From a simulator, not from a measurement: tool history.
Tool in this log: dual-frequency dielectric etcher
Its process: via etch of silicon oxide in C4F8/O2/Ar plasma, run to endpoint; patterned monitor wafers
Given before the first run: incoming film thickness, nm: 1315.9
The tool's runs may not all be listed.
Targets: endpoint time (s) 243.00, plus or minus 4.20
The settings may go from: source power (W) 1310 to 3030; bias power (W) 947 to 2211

run,hour,source power (W),bias power (W),endpoint time (s)
1,0.0,2170,1579,270.10
2,2.9,2170,1810,258.68
3,3.9,2170,2027,250.53
4,9.3,2170,1753,260.98
5,17.5,2270,1767,254.89
6,24.2,2330,1774,251.33
7,25.1,2370,1779,250.00
8,28.6,2410,1784,247.35

4 next moves are on the table. One of them brings every result within its allowed miss. Which?
A,32.1,2370,1714,?
B,32.1,2240,1810,?
C,32.1,2730,1562,?
D,32.1,2300,1823,?

move,endpoint time (s)
A,252.41
B,255.04
C,243.04
D,251.70
A: the biggest miss grows against the last run
B: the biggest miss grows against the last run
C: all results land within tolerance of their targets
D: the biggest miss grows against the last run
Answer: C
